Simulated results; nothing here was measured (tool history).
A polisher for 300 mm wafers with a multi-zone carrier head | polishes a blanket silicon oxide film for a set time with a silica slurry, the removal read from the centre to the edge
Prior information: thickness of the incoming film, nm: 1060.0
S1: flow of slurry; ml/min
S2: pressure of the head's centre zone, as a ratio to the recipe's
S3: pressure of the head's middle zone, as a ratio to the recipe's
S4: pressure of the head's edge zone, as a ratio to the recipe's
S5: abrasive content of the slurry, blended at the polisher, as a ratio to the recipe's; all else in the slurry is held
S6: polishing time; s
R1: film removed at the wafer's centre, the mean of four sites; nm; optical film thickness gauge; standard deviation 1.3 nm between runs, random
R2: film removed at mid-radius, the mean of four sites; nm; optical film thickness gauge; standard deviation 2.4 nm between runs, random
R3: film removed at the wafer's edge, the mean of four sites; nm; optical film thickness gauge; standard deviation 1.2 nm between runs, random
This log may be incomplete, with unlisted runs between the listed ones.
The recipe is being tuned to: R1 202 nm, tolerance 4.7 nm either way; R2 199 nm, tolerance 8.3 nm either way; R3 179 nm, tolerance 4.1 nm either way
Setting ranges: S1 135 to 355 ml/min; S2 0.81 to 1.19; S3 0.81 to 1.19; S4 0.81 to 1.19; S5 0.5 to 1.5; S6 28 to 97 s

run  hour   S1    S2    S3    S4    S5  S6      R1      R2      R3
  1     0  225     1     1     1     1  62  223.11  220.51  215.51
  2   6.1  215     1     1  0.94  0.95  62  215.28  218.41  205.15
  3  10.8  160     1     1  0.94  0.95  62  210.96  212.87  202.73
  4  15.4  165  1.01     1  0.91   0.9  62  210.33  204.56  196.67
  5  21.3  170  1.01  1.02  0.88  0.85  62  206.81  209.13  192.07
  6  23.2  210  1.01  1.02  0.88  0.85  62  210.47  211.44  194.14
  7  26.4  205  1.02  1.02  0.86   0.8  62  209.82   206.2  190.54
  8  30.2  200  1.02  1.03  0.84  0.75  62  205.74  203.16  183.22

Pick the move, out of 5, that brings all results within their allowed miss; only one does.
  A    34  195  1.05  0.86  0.91   0.5  72   ?   ?   ?
  B    34  230  1.03  1.02  0.82  0.55  67   ?   ?   ?
  C    34  160  1.05  0.92  0.84  0.65  65   ?   ?   ?
  D    34  230  1.09  0.92  0.84  0.65  63   ?   ?   ?
  E    34  205  0.96     1  0.89   0.7  66   ?   ?   ?

move      R1      R2      R3
   A  209.41  180.02  188.36
   B  201.02  202.28  176.78
   C  203.23  185.05  179.26
   D  210.72  184.73  177.62
   E  199.87  211.13   192.8
A: lands further from the targets than the last run did
B: every result within its allowed miss
C: the furthest-off result lands on target, but another misses its tolerance
D: the furthest-off result lands on target, but another misses its tolerance
E: lands further from the targets than the last run did
B meets every target.
